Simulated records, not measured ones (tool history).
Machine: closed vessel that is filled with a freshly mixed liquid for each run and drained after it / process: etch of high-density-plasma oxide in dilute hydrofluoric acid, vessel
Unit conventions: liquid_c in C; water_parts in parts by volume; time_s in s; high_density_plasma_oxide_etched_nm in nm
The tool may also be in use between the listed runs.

run    day  liquid_c  water_parts  time_s  high_density_plasma_oxide_etched_nm
  1  0.000      24.0          180     405                              12.1740
  2  0.288      26.0          155     405                              15.3810
  3  0.400      26.0          155     200                               7.4919
  4  0.638      26.0          155     200                               7.5500
  5  0.962      23.5          125     255                              11.4730
  6  1.179      22.0          100     295                              15.5690
  7  1.267      21.0           85     320                              19.5930
  8  1.642      19.5           35     325                              48.4960
  9  1.942      19.5           45     325                              37.8210
 10  2.188      17.0           70     325                              21.0750
 11  2.342      18.0           70     325                              22.2150

Estimate the outcome of run 12 from the log above:
 12  2.412      19.0           70     325                                    ?

high_density_plasma_oxide_etched_nm: 22.9490 nm

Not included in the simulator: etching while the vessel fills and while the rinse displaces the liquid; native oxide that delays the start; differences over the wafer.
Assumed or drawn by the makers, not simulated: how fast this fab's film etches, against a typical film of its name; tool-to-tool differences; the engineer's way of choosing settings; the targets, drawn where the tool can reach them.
